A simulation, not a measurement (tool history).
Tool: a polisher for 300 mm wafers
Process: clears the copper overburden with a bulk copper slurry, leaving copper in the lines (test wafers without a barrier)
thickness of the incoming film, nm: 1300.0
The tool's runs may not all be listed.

| run | hour | flow of slurry (ml/min) | pressure of the wafer on the pad (psi) | speed of the pad under the wafer (cm/s) | abrasive content of the slurry | overpolish time after the end point (s) | time until the end point was called (s) | dishing of a wide line in a test structure (angstrom) |
|---|---|---|---|---|---|---|---|---|
| 1 | 0 | 160 | 3.5 | 122 | 1 | 14 | 88.206 | 1048.6 |
| 2 | 2.7 | 160 | 3.5 | 94 | 1 | 14 | 111.7 | 895.06 |
| 3 | 4 | 160 | 3.5 | 94 | 0.9 | 14 | 113.97 | 875.91 |
| 4 | 12.2 | 185 | 3 | 104 | 0.8 | 11 | 125.43 | 705.09 |
| 5 | 13.2 | 185 | 3 | 84 | 0.8 | 11 | 152.45 | 594.15 |
| 6 | 19.2 | 205 | 3.1 | 84 | 0.75 | 9 | 150.82 | 528.42 |
| 7 | 21.6 | 215 | 3.5 | 76 | 0.7 | 8 | 149.04 | 474.16 |
| 8 | 26.1 | 225 | 3.9 | 70 | 0.65 | 7 | 145.71 | 406.07 |
| 9 | 32.5 | 230 | 4.3 | 66 | 0.6 | 6 | 143.27 | 380.55 |
| 10 | 40.9 | 235 | 4.6 | 62 | 0.55 | 5 | 151.54 | 299.47 |
| 11 | 47.3 | 235 | 4.8 | 64 | 0.55 | 5 | 139.86 | 327.68 |
| 12 | 54.2 | 240 | 5 | 64 | 0.55 | 5 | 133.09 | 343.22 |
| 13 | 59.7 | 245 | 5.1 | 64 | 0.55 | 5 | 129.62 | 351.04 |
| 14 | 63 | 230 | 5.2 | 64 | 0.55 | 5 | 130.65 | 350.71 |
| 15 | 68.7 | 235 | 5.3 | 64 | 0.55 | 5 | 128.25 | 360.05 |
|  | 74.4 | head pressure recalibrated |
| 16 | 74.4 | 240 | 5.3 | 64 | 0.55 | 5 | 120.69 | 384.93 |
| 17 | 81.6 | 245 | 5.3 | 62 | 0.55 | 5 | 127.75 | 368.93 |
| 18 | 89.2 | 215 | 5.3 | 66 | 0.55 | 5 | 119.86 | 386.01 |

Forecast run 19:
| 19 | 90.5 | 250 | 4.3 | 98 | 0.6 | 4 | ? | ? |

{"run 19": {"time until the end point was called (s)": 95.109, "dishing of a wide line in a test structure (angstrom)": 402.18}}
